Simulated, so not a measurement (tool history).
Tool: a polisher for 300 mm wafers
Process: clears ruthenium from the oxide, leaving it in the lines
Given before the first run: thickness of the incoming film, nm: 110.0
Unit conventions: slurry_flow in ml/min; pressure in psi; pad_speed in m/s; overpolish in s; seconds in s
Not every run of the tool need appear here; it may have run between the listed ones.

{"run": 1, "hour": 0.0, "slurry_flow": 180, "pressure": 2.7, "pad_speed": 1.22, "overpolish": 36, "seconds": 58.649}
{"run": 2, "hour": 8.5, "slurry_flow": 180, "pressure": 2.7, "pad_speed": 1.22, "overpolish": 38, "seconds": 58.313}
{"run": 3, "hour": 9.8, "slurry_flow": 200, "pressure": 2.7, "pad_speed": 1.22, "overpolish": 38, "seconds": 57.51}
{"run": 4, "hour": 15.7, "slurry_flow": 200, "pressure": 2.7, "pad_speed": 1.22, "overpolish": 36, "seconds": 56.799}
{"run": 5, "hour": 24.0, "slurry_flow": 195, "pressure": 2.5, "pad_speed": 1.22, "overpolish": 36, "seconds": 61.372}
{"run": 6, "hour": 25.5, "slurry_flow": 190, "pressure": 2.3, "pad_speed": 1.22, "overpolish": 36, "seconds": 65.718}
{"run": 7, "hour": 34.4, "slurry_flow": 190, "pressure": 2.2, "pad_speed": 1.22, "overpolish": 36, "seconds": 67.362}

The next listed run, before its measurement:
{"run": 8, "hour": 40.7, "slurry_flow": 190, "pressure": 2.1, "pad_speed": 1.22, "overpolish": 36, "seconds": "?"}

Run 8 came out at seconds 73.218 s.
